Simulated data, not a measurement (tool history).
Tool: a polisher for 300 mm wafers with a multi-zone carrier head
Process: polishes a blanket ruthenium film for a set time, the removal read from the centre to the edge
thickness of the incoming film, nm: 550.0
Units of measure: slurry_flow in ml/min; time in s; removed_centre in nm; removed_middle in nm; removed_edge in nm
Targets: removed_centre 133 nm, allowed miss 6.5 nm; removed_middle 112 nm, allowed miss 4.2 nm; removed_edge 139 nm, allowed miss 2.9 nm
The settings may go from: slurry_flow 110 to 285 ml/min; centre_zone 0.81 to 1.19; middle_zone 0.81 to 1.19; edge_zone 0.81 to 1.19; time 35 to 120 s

run,day,slurry_flow,centre_zone,middle_zone,edge_zone,time,removed_centre,removed_middle,removed_edge
1,0,180,1,1,1,77,105.19,102.06,101.67
2,0.346,190,1,0.97,1.05,80,105.25,101.39,109.26
3,0.425,200,1.03,0.96,1.08,83,115.97,107.43,115.47
4,0.671,180,1.03,0.96,1.08,83,114.43,105.61,114.6
5,0.854,180,1.03,0.91,1.08,83,113.58,100.39,115.09
6,1.062,180,1.03,0.91,1.15,83,114.22,101.58,116.3
7,1.421,190,1.03,0.89,1.16,85,118.15,100.69,121.78
8,1.496,200,1.03,0.89,1.17,87,124.08,106.1,123.98
9,1.704,195,1.02,0.88,1.17,89,126.14,106.46,128
10,1.971,200,1.01,0.87,1.17,90,124.63,107.52,127.98
11,2.096,195,1.01,0.86,1.17,92,125.21,110.63,131.71

Which one of the following 5 next-run settings gets every result inside its allowed miss? There is exactly one.
A,2.221,185,0.98,0.94,1.11,100,?,?,?
B,2.221,225,0.99,0.97,1.08,88,?,?,?
C,2.221,175,0.97,0.91,1.05,103,?,?,?
D,2.221,165,1.03,0.85,1.19,98,?,?,?
E,2.221,155,0.88,0.93,1.16,104,?,?,?

move,removed_centre,removed_middle,removed_edge
A,133.71,125.36,138.14
B,122.87,116.68,123.02
C,134.84,124.47,138.58
D,134.3,110.66,136.95
E,120.6,125.03,142.51
A: gets the furthest-off result to its target, but another result is out of tolerance
B: the biggest miss grows against the last run
C: gets the furthest-off result to its target, but another result is out of tolerance
D: every result within its allowed miss
E: carries the result that was furthest off beyond its target, to the other side
Correct choice: D, which meets every target

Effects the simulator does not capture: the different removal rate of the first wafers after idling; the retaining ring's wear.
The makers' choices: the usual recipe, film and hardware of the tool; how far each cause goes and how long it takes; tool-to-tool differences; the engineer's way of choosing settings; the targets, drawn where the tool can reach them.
